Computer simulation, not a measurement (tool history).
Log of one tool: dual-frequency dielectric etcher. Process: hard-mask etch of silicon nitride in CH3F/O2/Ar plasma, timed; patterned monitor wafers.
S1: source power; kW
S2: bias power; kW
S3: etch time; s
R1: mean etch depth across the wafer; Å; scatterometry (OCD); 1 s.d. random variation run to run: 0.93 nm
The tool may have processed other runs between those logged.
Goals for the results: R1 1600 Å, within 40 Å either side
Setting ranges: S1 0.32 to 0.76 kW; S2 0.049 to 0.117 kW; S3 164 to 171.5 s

{"run": 1, "hour": 0.0, "S1": 0.54, "S2": 0.083, "S3": 164, "R1": 1409.4}
{"run": 2, "hour": 8.4, "S1": 0.54, "S2": 0.083, "S3": 164, "R1": 1415}
{"run": 3, "hour": 10.1, "S1": 0.5, "S2": 0.083, "S3": 164, "R1": 1372.3}
{"run": 4, "hour": 18.1, "S1": 0.5, "S2": 0.083, "S3": 171.5, "R1": 1414.8}
{"run": 5, "hour": 24.2, "S1": 0.41, "S2": 0.083, "S3": 171.5, "R1": 1347.3}
{"run": 6, "hour": 24.8, "S1": 0.47, "S2": 0.086, "S3": 171.5, "R1": 1411.7}
{"hour": 26.5, "done": "source power generator calibrated"}
{"run": 7, "hour": 26.5, "S1": 0.52, "S2": 0.088, "S3": 171.5, "R1": 1454.6}
{"run": 8, "hour": 29.9, "S1": 0.57, "S2": 0.09, "S3": 171.5, "R1": 1518.6}
{"run": 9, "hour": 35.2, "S1": 0.59, "S2": 0.091, "S3": 171.5, "R1": 1540.1}

Pick the move, out of 4, that brings all results within their allowed miss; only one does.
{"run": "A", "hour": 40.5, "S1": 0.56, "S2": 0.093, "S3": 170, "R1": "?"}
{"run": "B", "hour": 40.5, "S1": 0.56, "S2": 0.103, "S3": 171.5, "R1": "?"}
{"run": "C", "hour": 40.5, "S1": 0.51, "S2": 0.099, "S3": 171.5, "R1": "?"}
{"run": "D", "hour": 40.5, "S1": 0.48, "S2": 0.087, "S3": 171.5, "R1": "?"}

move=A R1=1513.3
move=B R1=1581.6
move=C R1=1517.2
move=D R1=1425.5
A: moves away from the targets compared with the last run
B: meets every target
C: moves away from the targets compared with the last run
D: moves away from the targets compared with the last run
Move B is the one to make.

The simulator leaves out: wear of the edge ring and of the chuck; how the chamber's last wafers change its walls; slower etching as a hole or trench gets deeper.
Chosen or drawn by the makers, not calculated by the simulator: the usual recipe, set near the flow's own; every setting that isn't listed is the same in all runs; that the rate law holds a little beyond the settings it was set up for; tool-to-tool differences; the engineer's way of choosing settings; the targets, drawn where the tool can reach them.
